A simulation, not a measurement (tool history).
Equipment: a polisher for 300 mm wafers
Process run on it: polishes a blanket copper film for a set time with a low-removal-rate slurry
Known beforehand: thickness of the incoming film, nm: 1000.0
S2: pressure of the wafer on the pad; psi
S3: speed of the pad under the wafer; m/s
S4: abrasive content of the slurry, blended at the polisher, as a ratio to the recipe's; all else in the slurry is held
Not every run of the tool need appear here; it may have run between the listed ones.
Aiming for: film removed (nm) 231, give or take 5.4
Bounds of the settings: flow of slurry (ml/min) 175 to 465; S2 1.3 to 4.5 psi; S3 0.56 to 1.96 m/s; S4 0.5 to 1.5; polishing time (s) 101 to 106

{"run": 1, "hour": 0.0, "flow of slurry (ml/min)": 295, "S2": 2.9, "S3": 1.26, "S4": 1, "polishing time (s)": 101, "film removed (nm)": 404.18}
{"run": 2, "hour": 1.6, "flow of slurry (ml/min)": 290, "S2": 2.5, "S3": 1.26, "S4": 1, "polishing time (s)": 101, "film removed (nm)": 347.56}
{"run": 3, "hour": 9.0, "flow of slurry (ml/min)": 290, "S2": 2.5, "S3": 1.26, "S4": 1, "polishing time (s)": 106, "film removed (nm)": 370.59}
{"run": 4, "hour": 16.0, "flow of slurry (ml/min)": 290, "S2": 2.5, "S3": 1.54, "S4": 1, "polishing time (s)": 106, "film removed (nm)": 442.92}
{"run": 5, "hour": 22.9, "flow of slurry (ml/min)": 285, "S2": 2.2, "S3": 1.46, "S4": 1, "polishing time (s)": 106, "film removed (nm)": 373.62}
{"run": 6, "hour": 31.9, "flow of slurry (ml/min)": 280, "S2": 2, "S3": 1.42, "S4": 1, "polishing time (s)": 106, "film removed (nm)": 327.62}
{"run": 7, "hour": 33.5, "flow of slurry (ml/min)": 270, "S2": 1.8, "S3": 1.42, "S4": 1, "polishing time (s)": 106, "film removed (nm)": 295.32}
{"run": 8, "hour": 38.7, "flow of slurry (ml/min)": 255, "S2": 1.7, "S3": 1.42, "S4": 1, "polishing time (s)": 106, "film removed (nm)": 277.31}
{"run": 9, "hour": 41.4, "flow of slurry (ml/min)": 195, "S2": 1.3, "S3": 1.42, "S4": 1, "polishing time (s)": 106, "film removed (nm)": 208.18}
{"run": 10, "hour": 44.0, "flow of slurry (ml/min)": 210, "S2": 1.3, "S3": 1.42, "S4": 1, "polishing time (s)": 106, "film removed (nm)": 212.1}
{"run": 11, "hour": 48.1, "flow of slurry (ml/min)": 220, "S2": 1.3, "S3": 1.42, "S4": 1, "polishing time (s)": 106, "film removed (nm)": 210.99}
{"run": 12, "hour": 52.2, "flow of slurry (ml/min)": 235, "S2": 1.3, "S3": 1.42, "S4": 1, "polishing time (s)": 106, "film removed (nm)": 215.64}
{"run": 13, "hour": 60.7, "flow of slurry (ml/min)": 310, "S2": 1.4, "S3": 1.42, "S4": 1, "polishing time (s)": 106, "film removed (nm)": 240.19}
{"run": 14, "hour": 62.2, "flow of slurry (ml/min)": 300, "S2": 1.4, "S3": 1.42, "S4": 1, "polishing time (s)": 106, "film removed (nm)": 239.75}

Of the 4 settings listed for the next run, only one would bring every result within its allowed miss of target. Which one?
{"run": "A", "hour": 63.7, "flow of slurry (ml/min)": 290, "S2": 1.4, "S3": 1.5, "S4": 0.9, "polishing time (s)": 101, "film removed (nm)": "?"}
{"run": "B", "hour": 63.7, "flow of slurry (ml/min)": 220, "S2": 1.8, "S3": 1.32, "S4": 0.7, "polishing time (s)": 106, "film removed (nm)": "?"}
{"run": "C", "hour": 63.7, "flow of slurry (ml/min)": 310, "S2": 1.5, "S3": 1.4, "S4": 1.05, "polishing time (s)": 104, "film removed (nm)": "?"}
{"run": "D", "hour": 63.7, "flow of slurry (ml/min)": 180, "S2": 1.7, "S3": 1.32, "S4": 1.2, "polishing time (s)": 106, "film removed (nm)": "?"}

move=A film_removed_(nm)=231.57
move=B film_removed_(nm)=253.97
move=C film_removed_(nm)=246.23
move=D film_removed_(nm)=254.69
A: hits every target within its allowed miss
B: further off than the last run
C: further off than the last run
D: further off than the last run
The move that meets every target is A.
